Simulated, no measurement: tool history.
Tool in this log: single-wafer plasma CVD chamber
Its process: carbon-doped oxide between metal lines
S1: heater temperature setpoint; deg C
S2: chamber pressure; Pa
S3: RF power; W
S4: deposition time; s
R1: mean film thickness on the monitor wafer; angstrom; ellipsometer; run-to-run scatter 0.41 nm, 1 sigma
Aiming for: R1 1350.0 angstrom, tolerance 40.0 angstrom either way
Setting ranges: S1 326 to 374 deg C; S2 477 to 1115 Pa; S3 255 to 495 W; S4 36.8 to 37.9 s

Run 1, day 0.000: S1 350 deg C, S2 796 Pa, S3 375 W, S4 36.8 s. Result: R1 1626.3 angstrom.
Run 2, day 0.129: S1 350 deg C, S2 864 Pa, S3 375 W, S4 36.8 s. Result: R1 1635.6 angstrom.
Run 3, day 0.442: S1 350 deg C, S2 864 Pa, S3 375 W, S4 36.8 s. Result: R1 1632.1 angstrom.
Run 4, day 0.475: S1 350 deg C, S2 864 Pa, S3 395 W, S4 36.8 s. Result: R1 1707.9 angstrom.
Run 5, day 0.771: S1 352 deg C, S2 851 Pa, S3 370 W, S4 36.8 s. Result: R1 1595.6 angstrom.
Run 6, day 1.042: S1 355 deg C, S2 840 Pa, S3 355 W, S4 36.8 s. Result: R1 1527.1 angstrom.
Run 7, day 1.117: S1 357 deg C, S2 831 Pa, S3 345 W, S4 36.8 s. Result: R1 1469.3 angstrom.
Run 8, day 1.354: S1 359 deg C, S2 821 Pa, S3 340 W, S4 36.8 s. Result: R1 1448.7 angstrom.
Run 9, day 1.650: S1 362 deg C, S2 792 Pa, S3 305 W, S4 36.8 s. Result: R1 1278.1 angstrom.
Run 10, day 1.867: S1 361 deg C, S2 807 Pa, S3 310 W, S4 36.8 s. Result: R1 1297.5 angstrom.

Exactly one of the 5 candidate moves below puts every result within its allowed miss. Which one?
Run A, day 2.083: S1 353 deg C, S2 835 Pa, S3 295 W, S4 36.8 s. Result: R1 ?.
Run B, day 2.083: S1 361 deg C, S2 773 Pa, S3 325 W, S4 36.8 s. Result: R1 ?.
Run C, day 2.083: S1 367 deg C, S2 740 Pa, S3 355 W, S4 37.4 s. Result: R1 ?.
Run D, day 2.083: S1 374 deg C, S2 908 Pa, S3 305 W, S4 37.1 s. Result: R1 ?.
Run E, day 2.083: S1 354 deg C, S2 885 Pa, S3 280 W, S4 37.3 s. Result: R1 ?.

move      R1
   A  1262.5
   B  1358.0
   C  1475.7
   D  1270.0
   E  1212.5
A: misses by more than the last run did
B: every result within its allowed miss
C: carries the result that was furthest off beyond its target, to the other side
D: misses by more than the last run did
E: misses by more than the last run did
B meets every target.
